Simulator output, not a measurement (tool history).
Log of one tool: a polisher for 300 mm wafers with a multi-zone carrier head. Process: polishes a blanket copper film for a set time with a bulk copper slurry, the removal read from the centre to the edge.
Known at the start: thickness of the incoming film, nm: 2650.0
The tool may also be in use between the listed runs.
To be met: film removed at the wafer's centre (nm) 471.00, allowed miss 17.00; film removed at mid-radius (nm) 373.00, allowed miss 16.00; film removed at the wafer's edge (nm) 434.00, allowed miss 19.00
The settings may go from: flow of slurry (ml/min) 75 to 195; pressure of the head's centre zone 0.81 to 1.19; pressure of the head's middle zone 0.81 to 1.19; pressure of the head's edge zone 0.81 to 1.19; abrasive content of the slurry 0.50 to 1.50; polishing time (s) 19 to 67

run	day	flow of slurry (ml/min)	pressure of the head's centre zone	pressure of the head's middle zone	pressure of the head's edge zone	abrasive content of the slurry	polishing time (s)	film removed at the wafer's centre (nm)	film removed at mid-radius (nm)	film removed at the wafer's edge (nm)
1	0.000	125	1.00	1.00	1.00	1.00	43	358.39	351.80	352.15
2	0.083	135	1.02	0.98	1.03	1.05	43	377.67	360.90	367.46
3	0.258	105	1.02	0.98	1.03	1.05	43	351.72	336.14	348.99
4	0.383	120	1.04	0.96	1.05	1.10	43	370.29	345.71	366.39
5	0.521	120	1.04	0.96	1.05	0.95	43	356.81	337.68	347.97
6	0.796	130	1.06	0.94	1.07	1.00	43	388.12	336.61	360.18
7	0.846	140	1.06	0.93	1.09	1.05	43	385.51	342.89	375.02
8	1.171	145	1.08	0.92	1.10	1.10	43	402.47	347.00	386.40
9	1.392	145	1.08	0.92	1.10	1.10	43	408.48	351.19	384.55

Which of these 4 next moves meets every target?
A	1.612	180	1.13	0.87	1.14	0.90	49	?	?	?
B	1.612	125	0.81	0.92	1.19	1.15	48	?	?	?
C	1.612	195	1.00	1.17	1.02	1.25	36	?	?	?
D	1.612	145	0.95	0.82	1.19	1.10	44	?	?	?

move	film removed at the wafer's centre (nm)	film removed at mid-radius (nm)	film removed at the wafer's edge (nm)
A	472.57	372.76	437.34
B	333.45	376.52	438.69
C	337.86	381.92	327.30
D	361.66	320.39	407.65
A: meets every target
B: further off than the last run
C: further off than the last run
D: further off than the last run
Answer: A
